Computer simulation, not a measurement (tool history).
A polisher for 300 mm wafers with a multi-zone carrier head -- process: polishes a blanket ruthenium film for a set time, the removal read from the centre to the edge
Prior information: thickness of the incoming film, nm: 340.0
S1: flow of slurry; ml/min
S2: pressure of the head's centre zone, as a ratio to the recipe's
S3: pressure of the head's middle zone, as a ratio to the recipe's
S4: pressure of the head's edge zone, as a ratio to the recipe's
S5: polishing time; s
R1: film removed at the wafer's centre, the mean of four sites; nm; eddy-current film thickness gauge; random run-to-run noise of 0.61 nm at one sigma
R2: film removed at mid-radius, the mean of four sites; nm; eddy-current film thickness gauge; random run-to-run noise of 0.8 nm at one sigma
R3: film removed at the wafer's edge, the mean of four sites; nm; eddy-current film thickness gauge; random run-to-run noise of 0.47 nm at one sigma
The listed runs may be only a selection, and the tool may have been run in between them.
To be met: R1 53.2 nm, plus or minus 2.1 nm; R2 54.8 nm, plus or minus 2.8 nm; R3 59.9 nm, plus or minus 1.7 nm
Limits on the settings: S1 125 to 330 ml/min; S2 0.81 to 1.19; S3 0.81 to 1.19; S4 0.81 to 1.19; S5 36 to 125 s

run,hour,S1,S2,S3,S4,S5,R1,R2,R3
1,0,210,1,1,1,80,68.267,67.855,71.374
2,7.4,210,1,1,1,88,74.711,72.742,79.536
3,8.2,210,1,0.93,1,88,75.626,71.893,78.924
4,9.3,210,1,0.93,1.04,88,75.463,72.218,80.248
5,13.1,210,1,0.93,1.04,80,67.836,65.17,73.059
6,20.5,210,1.08,0.93,1.04,80,73.112,65.63,73.172
7,21.8,200,1.03,0.92,1.02,78,69.395,63.484,71.273
8,23.3,200,1,0.93,1.01,75,64.233,61.148,67.915

Exactly one of the 4 candidate moves below puts every result within its allowed miss. Which one?
A,24.8,250,0.97,1.07,0.83,65,?,?,?
B,24.8,200,1.19,0.87,0.99,69,?,?,?
C,24.8,195,0.93,0.96,1.03,66,?,?,?
D,24.8,180,1.18,0.86,0.9,75,?,?,?

move,R1,R2,R3
A,55.492,58.815,54.051
B,66.786,52.241,61.127
C,52.526,53.389,59.405
D,70.767,55.414,62.7
A: nearer than the last run, and not there yet
B: misses by more than the last run did
C: all results in spec
D: misses by more than the last run did
Move C is the one to make.
